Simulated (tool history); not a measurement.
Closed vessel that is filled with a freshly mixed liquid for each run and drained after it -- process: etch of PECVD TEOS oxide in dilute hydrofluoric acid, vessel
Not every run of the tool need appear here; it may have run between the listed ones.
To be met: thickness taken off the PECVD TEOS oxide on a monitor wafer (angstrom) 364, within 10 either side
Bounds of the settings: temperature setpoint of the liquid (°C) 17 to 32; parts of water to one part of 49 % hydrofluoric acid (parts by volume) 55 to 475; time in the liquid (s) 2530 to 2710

run  hour  temperature setpoint of the liquid (°C)  parts of water to one part of 49 % hydrofluoric acid (parts by volume)  time in the liquid (s)  thickness taken off the PECVD TEOS oxide on a monitor wafer (angstrom)
  1     0                                       24                                                                     265                    2530                                                                  827.14
  2   7.1                                       23                                                                     280                    2530                                                                  744.32
  3  12.1                                       23                                                                     350                    2530                                                                  552.61
  4  14.5                                       23                                                                     385                    2530                                                                  489.83
  5  22.3                                     19.5                                                                     385                    2530                                                                  431.21
  6  29.7                                     21.5                                                                     385                    2530                                                                   470.3
  7  32.7                                       21                                                                     390                    2530                                                                  449.18
  8  42.3                                     20.5                                                                     395                    2530                                                                  437.41

Which of these 5 next moves meets every target?
  A  51.9                                     18.5                                                                     425                    2530                                                                       ?
  B  51.9                                       20                                                                     450                    2700                                                                       ?
  C  51.9                                       17                                                                     465                    2610                                                                       ?
  D  51.9                                     19.5                                                                     470                    2530                                                                       ?
  E  51.9                                       19                                                                     420                    2555                                                                       ?

move  thickness taken off the PECVD TEOS oxide on a monitor wafer (angstrom)
   A                                                                  371.89
   B                                                                  386.95
   C                                                                  322.67
   D                                                                     336
   E                                                                  388.27
A: all results in spec
B: gains on the last run, yet a result remains outside its allowed miss
C: pushes the last run's worst result past its target
D: pushes the last run's worst result past its target
E: gains on the last run, yet a result remains outside its allowed miss
Go with A: it meets all targets.

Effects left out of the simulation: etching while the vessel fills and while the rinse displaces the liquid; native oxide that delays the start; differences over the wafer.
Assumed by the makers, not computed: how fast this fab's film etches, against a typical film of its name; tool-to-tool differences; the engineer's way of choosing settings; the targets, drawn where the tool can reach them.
